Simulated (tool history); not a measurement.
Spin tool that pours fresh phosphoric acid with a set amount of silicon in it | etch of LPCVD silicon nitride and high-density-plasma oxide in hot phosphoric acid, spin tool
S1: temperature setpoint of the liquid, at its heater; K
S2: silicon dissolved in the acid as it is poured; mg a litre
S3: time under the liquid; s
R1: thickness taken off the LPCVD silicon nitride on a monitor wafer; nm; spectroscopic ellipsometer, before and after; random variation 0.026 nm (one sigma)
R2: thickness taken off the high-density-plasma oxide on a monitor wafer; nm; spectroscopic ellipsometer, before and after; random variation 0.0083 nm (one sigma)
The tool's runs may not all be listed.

run,hour,S1,S2,S3,R1,R2
1,0,435.15,8.5,180,20.149,0.74876
2,1.4,436.65,8.5,180,21.221,0.81164
3,6.3,435.65,8.5,180,20.531,0.70691
4,10.3,434.15,9,135,14.76,0.51013
5,12.3,432.15,9,135,13.772,0.44375
6,15.8,431.65,11,110,10.934,0.33066
7,24.2,431.15,13,100,9.7347,0.27024

Forecast run 8:
8,30.5,431.15,14.5,90,?,?

R1: 8.8239 nm
R2: 0.23737 nm
